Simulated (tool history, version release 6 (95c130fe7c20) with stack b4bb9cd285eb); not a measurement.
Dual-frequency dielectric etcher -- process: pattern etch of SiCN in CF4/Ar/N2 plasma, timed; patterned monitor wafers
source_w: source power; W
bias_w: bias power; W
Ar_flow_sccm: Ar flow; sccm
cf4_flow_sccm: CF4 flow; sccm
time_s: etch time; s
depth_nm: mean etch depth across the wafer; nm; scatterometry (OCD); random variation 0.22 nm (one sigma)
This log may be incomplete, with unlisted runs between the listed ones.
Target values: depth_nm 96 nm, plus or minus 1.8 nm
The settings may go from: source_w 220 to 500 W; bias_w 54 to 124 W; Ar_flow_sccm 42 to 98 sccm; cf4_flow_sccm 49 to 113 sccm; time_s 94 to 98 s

run	hour	source_w	bias_w	Ar_flow_sccm	cf4_flow_sccm	time_s	depth_nm
1	0	360	89	70	81	94	78.323
2	5.6	370	89	70	81	94	80.788
3	9.5	310	89	70	81	94	66.993
4	16.9	310	102	70	81	94	70.098
5	21.9	330	102	70	81	94	74.661
6	30.6	350	102	70	81	94	79.573
7	35.2	360	102	70	81	94	82.026
8	39.5	360	102	70	81	94	81.919
9	41.4	370	102	70	81	94	84.188
10	44.6	370	102	70	81	94	84.385
11	53.6	380	102	70	81	94	86.563
12	58.2	390	102	70	81	94	89.301

Exercise: of the 4 proposed moves below, exactly one satisfies all targets within the stated allowed misses. Which move is it?
A	62.8	400	104	70	106	96	?
B	62.8	400	101	75	85	95	?
C	62.8	360	106	67	81	94	?
D	62.8	370	110	74	88	98	?

move	depth_nm
A	96.347
B	91.806
C	83.397
D	90.076
A: hits every target within its allowed miss
B: nearer than the last run, and not there yet
C: misses by more than the last run did
D: nearer than the last run, and not there yet
The right move is A.

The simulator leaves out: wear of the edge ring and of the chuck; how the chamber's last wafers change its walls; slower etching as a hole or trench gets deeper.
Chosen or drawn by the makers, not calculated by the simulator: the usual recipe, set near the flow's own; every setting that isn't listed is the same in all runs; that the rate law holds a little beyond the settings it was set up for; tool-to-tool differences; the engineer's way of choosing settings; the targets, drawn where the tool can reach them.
